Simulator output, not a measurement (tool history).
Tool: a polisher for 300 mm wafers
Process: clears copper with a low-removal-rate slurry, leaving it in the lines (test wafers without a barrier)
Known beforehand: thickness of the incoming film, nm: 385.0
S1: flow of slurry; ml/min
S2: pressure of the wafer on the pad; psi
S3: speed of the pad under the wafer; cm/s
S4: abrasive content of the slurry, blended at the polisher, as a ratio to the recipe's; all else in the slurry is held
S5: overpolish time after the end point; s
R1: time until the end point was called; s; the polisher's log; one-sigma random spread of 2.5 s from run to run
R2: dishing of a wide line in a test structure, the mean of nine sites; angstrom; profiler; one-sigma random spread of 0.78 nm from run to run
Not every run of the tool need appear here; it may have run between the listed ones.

run  hour   S1   S2   S3   S4  S5      R1      R2
  1     0  205  3.3  132    1  18   89.36  452.65
  2   6.8  205  3.3  132  0.9  18  87.895  457.35
  3   7.7  205  2.9  130  0.9  20  103.77  421.73
  4    10  205  2.9  130  1.1  20  97.517  452.89
  5  15.7  205  3.5  130  1.1  20  81.714  518.37
  6    24  205  3.5  130  1.1  12  83.629  356.08

What will run 7 give?
  7  31.4  200  2.5  112  1.1  21   ?   ?

For run 7 the tool returned R1 137.48 s, R2 371.9 angstrom.
